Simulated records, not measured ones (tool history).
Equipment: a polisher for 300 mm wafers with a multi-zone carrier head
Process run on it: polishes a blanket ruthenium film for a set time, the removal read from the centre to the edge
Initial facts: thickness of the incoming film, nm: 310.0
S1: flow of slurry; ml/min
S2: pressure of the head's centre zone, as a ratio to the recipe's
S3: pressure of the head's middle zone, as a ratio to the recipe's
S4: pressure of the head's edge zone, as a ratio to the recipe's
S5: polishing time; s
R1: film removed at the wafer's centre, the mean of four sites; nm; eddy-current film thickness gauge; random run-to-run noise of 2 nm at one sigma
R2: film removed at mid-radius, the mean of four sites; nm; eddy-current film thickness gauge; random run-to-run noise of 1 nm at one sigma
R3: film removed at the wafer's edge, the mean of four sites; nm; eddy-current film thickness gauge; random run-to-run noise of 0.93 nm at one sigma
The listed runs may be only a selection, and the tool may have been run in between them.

{"run": 1, "hour": 0.0, "S1": 240, "S2": 1, "S3": 1, "S4": 1, "S5": 83, "R1": 95.434, "R2": 95.817, "R3": 93.27}
{"run": 2, "hour": 7.4, "S1": 240, "S2": 1, "S3": 1, "S4": 1, "S5": 99, "R1": 114.13, "R2": 114.61, "R3": 112.6}
{"run": 3, "hour": 8.0, "S1": 240, "S2": 1, "S3": 1, "S4": 1, "S5": 90, "R1": 103.26, "R2": 104.92, "R3": 101.12}
{"run": 4, "hour": 10.9, "S1": 265, "S2": 1, "S3": 1, "S4": 1, "S5": 90, "R1": 103.53, "R2": 104.49, "R3": 102.93}
{"run": 5, "hour": 16.9, "S1": 245, "S2": 1, "S3": 1, "S4": 1, "S5": 90, "R1": 106.54, "R2": 104.49, "R3": 102.25}
{"run": 6, "hour": 23.6, "S1": 260, "S2": 1.03, "S3": 1, "S4": 1.05, "S5": 93, "R1": 115.72, "R2": 109.43, "R3": 108.63}
{"run": 7, "hour": 27.8, "S1": 275, "S2": 1.02, "S3": 0.99, "S4": 1.09, "S5": 95, "R1": 112.66, "R2": 110.93, "R3": 113.65}
{"run": 8, "hour": 36.2, "S1": 275, "S2": 1.02, "S3": 0.99, "S4": 1.09, "S5": 95, "R1": 112.77, "R2": 110.02, "R3": 112.31}
{"run": 9, "hour": 40.1, "S1": 285, "S2": 1.03, "S3": 0.98, "S4": 1.11, "S5": 98, "R1": 118.82, "R2": 115.02, "R3": 118.47}
{"run": 10, "hour": 44.7, "S1": 290, "S2": 1.04, "S3": 0.97, "S4": 1.13, "S5": 100, "R1": 119.76, "R2": 113.29, "R3": 122.85}
{"run": 11, "hour": 46.6, "S1": 295, "S2": 1.06, "S3": 0.98, "S4": 1.14, "S5": 101, "R1": 122.84, "R2": 119.03, "R3": 124.11}

Run 12 is up next; what results do you expect?
{"run": 12, "hour": 49.2, "S1": 295, "S2": 1.08, "S3": 0.97, "S4": 1.15, "S5": 102, "R1": "?", "R2": "?", "R3": "?"}

{"run 12": {"R1": 130.96, "R2": 117.21, "R3": 124.7}}

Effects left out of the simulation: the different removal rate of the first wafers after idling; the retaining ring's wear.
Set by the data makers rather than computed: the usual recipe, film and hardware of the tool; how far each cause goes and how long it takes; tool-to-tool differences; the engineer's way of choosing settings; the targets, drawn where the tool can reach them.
